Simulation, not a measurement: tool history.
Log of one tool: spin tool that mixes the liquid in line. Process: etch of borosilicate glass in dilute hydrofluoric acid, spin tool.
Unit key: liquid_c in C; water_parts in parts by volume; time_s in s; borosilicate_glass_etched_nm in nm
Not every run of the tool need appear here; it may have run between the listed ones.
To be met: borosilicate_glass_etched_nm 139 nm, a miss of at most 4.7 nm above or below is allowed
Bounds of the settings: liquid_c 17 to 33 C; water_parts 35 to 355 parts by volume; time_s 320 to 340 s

run  hour  liquid_c  water_parts  time_s  borosilicate_glass_etched_nm
  1     0        25          195     320                        41.267
  2   4.6        25          265     320                        28.001
  3   5.6        25          265     340                        30.064
  4   9.8      27.5          195     340                        48.397
  5  12.2      27.5          195     340                        47.251
  6  18.4        30          195     340                        52.947
  7  26.2        31          145     340                        79.248
  8  29.4      31.5          120     340                        99.001
  9  32.3        33           75     340                        175.24
 10  34.7      31.5           75     340                         168.5
 11  41.1      31.5           75     340                        169.24
 12    44        30           80     340                        151.69

Which one of the following 4 next-run settings gets every result inside its allowed miss? There is exactly one.
  A  46.9        33           95     340                             ?
  B  46.9      28.5           70     340                             ?
  C  46.9      31.5           95     330                             ?
  D  46.9      31.5           95     340                             ?

move  borosilicate_glass_etched_nm
   A                        137.16
   B                        162.93
   C                        125.96
   D                        129.78
A: all results land within tolerance of their targets
B: the biggest miss grows against the last run
C: carries the result that was furthest off beyond its target, to the other side
D: carries the result that was furthest off beyond its target, to the other side
Move A is the one to make.
